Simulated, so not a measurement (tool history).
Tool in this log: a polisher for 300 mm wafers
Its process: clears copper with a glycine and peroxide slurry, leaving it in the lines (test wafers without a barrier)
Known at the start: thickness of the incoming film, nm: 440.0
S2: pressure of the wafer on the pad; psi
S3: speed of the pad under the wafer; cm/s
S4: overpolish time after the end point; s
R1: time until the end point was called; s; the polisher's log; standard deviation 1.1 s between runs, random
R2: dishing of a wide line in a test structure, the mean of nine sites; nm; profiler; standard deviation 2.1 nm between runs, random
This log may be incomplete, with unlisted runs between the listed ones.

Run 1, hour 0: flow of slurry (ml/min) 140, S2 3.2 psi, S3 102 cm/s, S4 21 s. Result: R1 78.656 s, R2 75.889 nm.
Run 2, hour 1.5: flow of slurry (ml/min) 135, S2 3.1 psi, S3 102 cm/s, S4 23 s. Result: R1 79.483 s, R2 77.169 nm.
Run 3, hour 5: flow of slurry (ml/min) 135, S2 3 psi, S3 102 cm/s, S4 25 s. Result: R1 83.1 s, R2 77.74 nm.
Run 4, hour 11.7: flow of slurry (ml/min) 135, S2 3 psi, S3 102 cm/s, S4 31 s. Result: R1 82.772 s, R2 88.841 nm.
Run 5, hour 20.7: flow of slurry (ml/min) 135, S2 3.4 psi, S3 102 cm/s, S4 31 s. Result: R1 76.047 s, R2 98.277 nm.
Run 6, hour 25.7: flow of slurry (ml/min) 135, S2 3.4 psi, S3 118 cm/s, S4 31 s. Result: R1 64.481 s, R2 103.49 nm.
Run 7, hour 27.3: flow of slurry (ml/min) 135, S2 3.1 psi, S3 116 cm/s, S4 32 s. Result: R1 71.175 s, R2 97.134 nm.
Run 8, hour 30.5: flow of slurry (ml/min) 120, S2 2.2 psi, S3 112 cm/s, S4 38 s. Result: R1 100.98 s, R2 87.829 nm.

What will run 9 give?
Run 9, hour 32.3: flow of slurry (ml/min) 120, S2 2.2 psi, S3 112 cm/s, S4 38 s. Result: R1 ?, R2 ?.

{"run 9": {"R1": 101.83, "R2": 87.517}}
